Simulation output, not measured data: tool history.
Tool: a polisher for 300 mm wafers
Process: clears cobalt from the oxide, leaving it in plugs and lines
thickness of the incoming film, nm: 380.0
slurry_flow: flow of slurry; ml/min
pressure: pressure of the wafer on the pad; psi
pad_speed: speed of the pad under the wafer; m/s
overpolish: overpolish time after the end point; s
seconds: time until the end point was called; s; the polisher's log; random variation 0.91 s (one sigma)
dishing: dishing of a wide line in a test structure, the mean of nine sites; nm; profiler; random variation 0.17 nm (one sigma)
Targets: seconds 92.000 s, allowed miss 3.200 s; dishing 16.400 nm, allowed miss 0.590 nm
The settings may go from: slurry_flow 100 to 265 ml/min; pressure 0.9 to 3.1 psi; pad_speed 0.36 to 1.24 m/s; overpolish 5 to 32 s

{"run": 1, "hour": 0.0, "slurry_flow": 170, "pressure": 2.0, "pad_speed": 0.8, "overpolish": 16, "seconds": 78.498, "dishing": 35.857}
{"run": 2, "hour": 6.6, "slurry_flow": 155, "pressure": 1.9, "pad_speed": 0.8, "overpolish": 13, "seconds": 85.088, "dishing": 32.004}
{"run": 3, "hour": 11.2, "slurry_flow": 140, "pressure": 1.7, "pad_speed": 0.84, "overpolish": 11, "seconds": 92.235, "dishing": 28.608}
{"run": 4, "hour": 14.7, "slurry_flow": 130, "pressure": 1.5, "pad_speed": 0.92, "overpolish": 9, "seconds": 98.881, "dishing": 23.963}
{"run": 5, "hour": 20.7, "slurry_flow": 120, "pressure": 1.4, "pad_speed": 1.0, "overpolish": 8, "seconds": 98.742, "dishing": 22.203}
{"run": 6, "hour": 24.8, "slurry_flow": 120, "pressure": 1.2, "pad_speed": 1.0, "overpolish": 8, "seconds": 116.02, "dishing": 19.751}
{"run": 7, "hour": 25.6, "slurry_flow": 115, "pressure": 1.2, "pad_speed": 1.06, "overpolish": 7, "seconds": 109.52, "dishing": 18.492}
{"run": 8, "hour": 33.8, "slurry_flow": 110, "pressure": 1.2, "pad_speed": 1.1, "overpolish": 6, "seconds": 108.79, "dishing": 16.723}

Which of these 4 next moves meets every target?
{"run": "A", "hour": 42.0, "slurry_flow": 100, "pressure": 1.2, "pad_speed": 0.96, "overpolish": 7, "seconds": "?", "dishing": "?"}
{"run": "B", "hour": 42.0, "slurry_flow": 100, "pressure": 1.3, "pad_speed": 1.24, "overpolish": 5, "seconds": "?", "dishing": "?"}
{"run": "C", "hour": 42.0, "slurry_flow": 105, "pressure": 1.7, "pad_speed": 1.02, "overpolish": 5, "seconds": "?", "dishing": "?"}
{"run": "D", "hour": 42.0, "slurry_flow": 105, "pressure": 1.4, "pad_speed": 1.24, "overpolish": 5, "seconds": "?", "dishing": "?"}

move=A seconds=123.670 dishing=17.143
move=B seconds=93.428 dishing=16.383
move=C seconds=83.693 dishing=17.834
move=D seconds=86.234 dishing=17.432
A: further off than the last run
B: meets every target
C: takes the result that was furthest off past its target
D: takes the result that was furthest off past its target
Move B is the one to make.
